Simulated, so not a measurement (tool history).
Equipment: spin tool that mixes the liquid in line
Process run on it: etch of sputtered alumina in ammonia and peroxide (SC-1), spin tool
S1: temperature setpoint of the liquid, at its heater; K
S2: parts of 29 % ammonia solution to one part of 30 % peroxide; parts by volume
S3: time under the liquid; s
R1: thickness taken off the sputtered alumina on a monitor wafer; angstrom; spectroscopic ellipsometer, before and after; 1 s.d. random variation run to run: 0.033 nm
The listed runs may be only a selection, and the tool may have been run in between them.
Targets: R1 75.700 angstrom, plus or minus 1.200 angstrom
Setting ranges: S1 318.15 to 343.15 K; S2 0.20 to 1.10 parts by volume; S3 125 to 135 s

run 1 hour=0.0 | S1=334.15 S2=0.60 S3=125 | R1=109.350
run 2 hour=3.0 | S1=337.65 S2=0.60 S3=125 | R1=130.000
run 3 hour=8.9 | S1=337.65 S2=0.70 S3=125 | R1=132.950
run 4 hour=11.7 | S1=332.15 S2=0.70 S3=125 | R1=99.988
run 5 hour=12.7 | S1=331.15 S2=0.70 S3=125 | R1=94.240
run 6 hour=16.4 | S1=336.15 S2=0.70 S3=125 | R1=121.670
run 7 hour=18.3 | S1=334.65 S2=0.70 S3=125 | R1=113.390
run 8 hour=19.5 | S1=333.65 S2=0.70 S3=125 | R1=107.570
run 9 hour=21.7 | S1=332.65 S2=0.70 S3=125 | R1=102.470
run 10 hour=27.7 | S1=331.65 S2=0.70 S3=125 | R1=96.911
run 11 hour=32.8 | S1=331.15 S2=0.70 S3=125 | R1=94.565

Which of these 4 next moves meets every target?
run A hour=37.9 | S1=327.65 S2=0.70 S3=125 | R1=?
run B hour=37.9 | S1=327.15 S2=0.65 S3=125 | R1=?
run C hour=37.9 | S1=326.65 S2=0.80 S3=130 | R1=?
run D hour=37.9 | S1=326.15 S2=0.55 S3=125 | R1=?

move=A R1=78.409
move=B R1=75.811
move=C R1=78.284
move=D R1=70.723
A: an improvement on the last run, though not all results are within tolerance
B: hits every target within its allowed miss
C: an improvement on the last run, though not all results are within tolerance
D: takes the biggest miss from the last run beyond its target
Correct choice: B, which meets every target
